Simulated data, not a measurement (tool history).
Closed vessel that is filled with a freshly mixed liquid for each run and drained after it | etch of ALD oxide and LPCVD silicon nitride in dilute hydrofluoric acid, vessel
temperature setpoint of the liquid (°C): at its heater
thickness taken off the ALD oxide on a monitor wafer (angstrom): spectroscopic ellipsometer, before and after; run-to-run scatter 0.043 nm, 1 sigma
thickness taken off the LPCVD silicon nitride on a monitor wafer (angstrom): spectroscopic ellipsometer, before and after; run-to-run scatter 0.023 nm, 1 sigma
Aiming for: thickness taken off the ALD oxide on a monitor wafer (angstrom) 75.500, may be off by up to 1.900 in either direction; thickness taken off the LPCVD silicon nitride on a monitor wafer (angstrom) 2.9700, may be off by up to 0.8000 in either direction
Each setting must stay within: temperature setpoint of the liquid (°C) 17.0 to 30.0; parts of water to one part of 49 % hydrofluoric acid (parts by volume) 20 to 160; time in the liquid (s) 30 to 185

run,hour,temperature setpoint of the liquid (°C),parts of water to one part of 49 % hydrofluoric acid (parts by volume),time in the liquid (s),thickness taken off the ALD oxide on a monitor wafer (angstrom),thickness taken off the LPCVD silicon nitride on a monitor wafer (angstrom)
1,0.0,22.0,90,95,133.090,4.7415
2,6.6,22.0,90,70,98.764,4.0209
3,10.1,22.0,110,70,78.706,3.3183
4,18.6,22.0,110,40,44.790,1.7125
5,23.6,23.5,105,40,50.644,2.0415
# hour 32.4: hydrofluoric acid flow meter replaced
6,32.4,23.5,105,30,34.547,1.4098
7,41.1,23.0,90,30,39.821,1.5746
8,49.7,23.5,75,30,49.655,1.8594
9,53.2,24.5,70,30,56.284,2.5031
10,56.7,24.5,65,30,60.477,2.8517
11,59.3,24.5,60,30,65.853,2.4940
12,63.6,25.0,60,30,68.142,2.9194

Below are 4 possible settings for the next run. Only one of them brings all results inside the allowed miss of their targets. Which is it?
A,67.9,26.5,70,35,?,?
B,67.9,27.0,90,45,?,?
C,67.9,20.5,55,40,?,?
D,67.9,23.0,95,60,?,?

move,thickness taken off the ALD oxide on a monitor wafer (angstrom),thickness taken off the LPCVD silicon nitride on a monitor wafer (angstrom)
A,70.561,3.2286
B,70.039,3.3422
C,81.858,3.1219
D,75.066,3.2493
A: gains on the last run, yet a result remains outside its allowed miss
B: gains on the last run, yet a result remains outside its allowed miss
C: takes the biggest miss from the last run beyond its target
D: meets every target
D is the move that brings every result within its allowed miss.
